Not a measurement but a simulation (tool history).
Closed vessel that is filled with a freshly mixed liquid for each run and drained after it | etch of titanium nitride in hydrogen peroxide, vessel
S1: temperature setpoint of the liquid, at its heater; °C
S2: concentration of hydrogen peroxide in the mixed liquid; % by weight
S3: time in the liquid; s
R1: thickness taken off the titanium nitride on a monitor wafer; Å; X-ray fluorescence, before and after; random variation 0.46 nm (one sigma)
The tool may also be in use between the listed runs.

run 1 hour=0.0 | S1=49.0 S2=21.5 S3=1225 | R1=381.38
run 2 hour=9.5 | S1=53.0 S2=21.5 S3=1225 | R1=503.72
run 3 hour=13.7 | S1=50.0 S2=21.5 S3=1225 | R1=413.02
run 4 hour=22.5 | S1=50.0 S2=19.5 S3=1225 | R1=402.82
run 5 hour=31.5 | S1=50.0 S2=21.0 S3=1225 | R1=405.15
run 6 hour=38.4 | S1=51.0 S2=21.0 S3=1225 | R1=436.55
run 7 hour=45.2 | S1=51.0 S2=21.0 S3=1225 | R1=431.90
run 8 hour=49.4 | S1=52.0 S2=21.0 S3=1225 | R1=471.81
run 9 hour=50.5 | S1=52.5 S2=21.0 S3=1225 | R1=491.11
run 10 hour=57.4 | S1=53.0 S2=21.0 S3=1225 | R1=494.77

Run 11, settings as shown, results not yet in. Your forecast:
run 11 hour=60.0 | S1=53.5 S2=21.0 S3=1225 | R1=?

R1: 517.09 Å
